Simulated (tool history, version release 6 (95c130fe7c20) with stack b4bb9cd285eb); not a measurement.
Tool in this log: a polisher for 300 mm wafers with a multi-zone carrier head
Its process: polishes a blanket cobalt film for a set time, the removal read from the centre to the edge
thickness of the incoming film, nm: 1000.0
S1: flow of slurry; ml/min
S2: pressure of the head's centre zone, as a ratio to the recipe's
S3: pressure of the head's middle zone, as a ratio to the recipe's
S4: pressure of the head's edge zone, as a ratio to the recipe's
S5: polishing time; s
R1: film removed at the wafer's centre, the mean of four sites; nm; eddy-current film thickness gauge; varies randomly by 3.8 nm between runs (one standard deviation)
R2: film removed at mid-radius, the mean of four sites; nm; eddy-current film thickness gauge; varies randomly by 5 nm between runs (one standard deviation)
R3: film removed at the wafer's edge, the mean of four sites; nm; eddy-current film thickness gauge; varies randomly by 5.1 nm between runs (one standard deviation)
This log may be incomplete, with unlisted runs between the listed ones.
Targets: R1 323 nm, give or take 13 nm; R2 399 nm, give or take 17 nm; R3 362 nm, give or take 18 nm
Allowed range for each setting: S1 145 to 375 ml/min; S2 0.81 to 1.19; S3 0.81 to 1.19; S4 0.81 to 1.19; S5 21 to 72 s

run,hour,S1,S2,S3,S4,S5,R1,R2,R3
1,0,240,1,1,1,46,296.34,285.47,293.37
2,5.1,245,0.98,1.04,1.02,48,303.29,317.23,305.27
3,7.9,245,0.98,1.04,0.95,48,304.41,318.33,300.37
4,13,280,0.98,1.04,0.95,48,302.22,316.51,303.28
5,19.4,285,0.96,1.05,0.96,49,305.97,318.9,313.93
6,27.5,285,0.94,1.07,0.97,50,302.22,337.74,321.79
7,29.2,290,0.94,1.08,0.98,51,309.52,345.21,327.36
8,30.8,290,0.93,1.09,0.98,52,314.08,354.45,330.71
9,36.5,295,0.92,1.1,0.98,53,315.2,376.05,340.66
10,40.1,300,0.92,1.1,0.99,53,308.53,360.72,341.82
11,41.8,300,0.92,1.11,0.99,54,324.15,373.05,341.52

Of the 4 settings listed for the next run, only one would bring every result within its allowed miss of target. Which one?
A,43.5,310,0.95,1.09,0.96,58,?,?,?
B,43.5,320,0.89,0.87,1.11,61,?,?,?
C,43.5,355,0.87,0.9,1.02,63,?,?,?
D,43.5,280,0.89,1.13,1.02,56,?,?,?

move,R1,R2,R3
A,355.06,397.21,366.06
B,349.96,346.45,409.91
C,356.05,370.63,411.05
D,318.55,392.84,359.75
A: brings the result that was furthest off to its target, and leaves another outside
B: further off than the last run
C: further off than the last run
D: each result inside its tolerance
The move that meets every target is D.
